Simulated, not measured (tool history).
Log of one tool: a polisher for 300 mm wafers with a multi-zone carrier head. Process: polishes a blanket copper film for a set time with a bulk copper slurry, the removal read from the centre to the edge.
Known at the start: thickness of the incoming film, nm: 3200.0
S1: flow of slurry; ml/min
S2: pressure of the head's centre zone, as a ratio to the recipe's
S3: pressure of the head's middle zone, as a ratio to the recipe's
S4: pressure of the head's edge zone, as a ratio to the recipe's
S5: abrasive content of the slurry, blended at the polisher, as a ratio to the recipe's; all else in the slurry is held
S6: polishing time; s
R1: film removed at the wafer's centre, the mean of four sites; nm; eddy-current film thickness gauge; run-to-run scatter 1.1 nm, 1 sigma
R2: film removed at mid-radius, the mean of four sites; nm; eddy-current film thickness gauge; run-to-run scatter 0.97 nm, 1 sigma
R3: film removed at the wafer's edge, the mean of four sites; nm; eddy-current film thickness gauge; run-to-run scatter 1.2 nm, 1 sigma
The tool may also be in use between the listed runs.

run 1 hour=0.0 | S1=310 S2=1.00 S3=1.00 S4=1.00 S5=1.00 S6=35 | R1=185.18 R2=195.49 R3=202.51
run 2 hour=7.7 | S1=310 S2=1.01 S3=0.97 S4=0.96 S5=0.85 S6=32 | R1=165.93 R2=167.32 R3=172.41
run 3 hour=13.8 | S1=305 S2=1.00 S3=0.93 S4=0.93 S5=0.75 S6=31 | R1=153.13 R2=150.94 R3=159.49
run 4 hour=14.9 | S1=305 S2=1.00 S3=0.93 S4=0.93 S5=0.75 S6=39 | R1=194.08 R2=192.57 R3=200.14
run 5 hour=19.6 | S1=300 S2=1.00 S3=0.91 S4=0.90 S5=0.70 S6=36 | R1=173.46 R2=170.88 R3=178.02
run 6 hour=22.1 | S1=300 S2=1.01 S3=0.89 S4=0.88 S5=0.65 S6=33 | R1=159.00 R2=151.19 R3=161.23
run 7 hour=30.9 | S1=300 S2=1.01 S3=0.89 S4=0.88 S5=0.65 S6=33 | R1=158.32 R2=151.78 R3=159.66
run 8 hour=37.9 | S1=300 S2=1.02 S3=0.88 S4=0.86 S5=0.60 S6=31 | R1=148.81 R2=134.76 R3=146.14
-- hour=45.4 edge zone pressure recalibrated
run 9 hour=45.4 | S1=295 S2=1.02 S3=0.88 S4=0.85 S5=0.55 S6=30 | R1=140.04 R2=130.26 R3=135.56

Run 10, settings as shown, results not yet in. Your forecast:
run 10 hour=46.4 | S1=285 S2=1.02 S3=0.87 S4=0.84 S5=0.55 S6=30 | R1=? R2=? R3=?

Run 10 came out at R1 139.64 nm, R2 128.26 nm, R3 132.86 nm.

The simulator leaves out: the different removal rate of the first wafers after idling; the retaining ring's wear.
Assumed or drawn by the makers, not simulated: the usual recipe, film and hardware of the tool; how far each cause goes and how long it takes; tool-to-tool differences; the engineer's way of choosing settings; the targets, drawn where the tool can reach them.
